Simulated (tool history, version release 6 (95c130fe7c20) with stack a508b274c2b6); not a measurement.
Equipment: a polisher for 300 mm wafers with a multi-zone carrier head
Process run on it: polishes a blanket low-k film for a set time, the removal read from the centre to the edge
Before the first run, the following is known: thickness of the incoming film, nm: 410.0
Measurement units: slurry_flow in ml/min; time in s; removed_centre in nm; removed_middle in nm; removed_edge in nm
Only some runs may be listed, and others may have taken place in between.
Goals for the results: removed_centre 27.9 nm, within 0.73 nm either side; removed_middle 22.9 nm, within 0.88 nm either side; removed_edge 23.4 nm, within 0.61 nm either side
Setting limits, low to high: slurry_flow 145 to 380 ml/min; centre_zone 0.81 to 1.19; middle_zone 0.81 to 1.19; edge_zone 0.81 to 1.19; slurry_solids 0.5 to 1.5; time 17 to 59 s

| run | hour | slurry_flow | centre_zone | middle_zone | edge_zone | slurry_solids | time | removed_centre | removed_middle | removed_edge |
|---|---|---|---|---|---|---|---|---|---|---|
| 1 | 0 | 245 | 1 | 1 | 1 | 1 | 38 | 18.367 | 18.252 | 17.878 |
| 2 | 1.6 | 265 | 1.06 | 1.01 | 1.04 | 1.1 | 38 | 20.647 | 19.231 | 18.82 |
| 3 | 5.1 | 265 | 1.06 | 1.05 | 1.04 | 1.1 | 38 | 20.886 | 19.737 | 18.82 |
| 4 | 8.4 | 265 | 0.98 | 1.05 | 1.04 | 1.1 | 38 | 19.015 | 19.766 | 18.823 |
| 5 | 12.5 | 265 | 0.98 | 1.05 | 1.04 | 0.95 | 38 | 18.059 | 18.626 | 17.728 |
| 6 | 17.5 | 270 | 1.04 | 1.04 | 1.07 | 1.15 | 38 | 20.406 | 20.009 | 19.477 |
| 7 | 23.2 | 285 | 1.09 | 1.02 | 1.08 | 1.25 | 38 | 22.561 | 20.416 | 20.324 |
| 8 | 26.3 | 290 | 1.12 | 1.02 | 1.1 | 1.35 | 38 | 23.603 | 20.577 | 21.104 |

Which single option among these 4 for the next run brings every result within its allowed miss of target? Just one does.
| A | 29.4 | 255 | 1.17 | 0.99 | 1.07 | 1 | 48 | ? | ? | ? |
| B | 29.4 | 310 | 1.1 | 1.1 | 0.99 | 1.35 | 42 | ? | ? | ? |
| C | 29.4 | 225 | 1.19 | 0.81 | 1.18 | 1.25 | 45 | ? | ? | ? |
| D | 29.4 | 265 | 0.94 | 0.83 | 1.19 | 1.5 | 40 | ? | ? | ? |

| move | removed_centre | removed_middle | removed_edge |
|---|---|---|---|
| A | 28.094 | 22.818 | 23.327 |
| B | 26.332 | 24.834 | 22.204 |
| C | 28.635 | 19.407 | 24.781 |
| D | 21.782 | 19.084 | 23.854 |
A: every result lands within tolerance
B: moves toward the targets from the last run without getting all of them in spec
C: takes the biggest miss from the last run beyond its target
D: lands further from the targets than the last run did
Move A is the one to make.
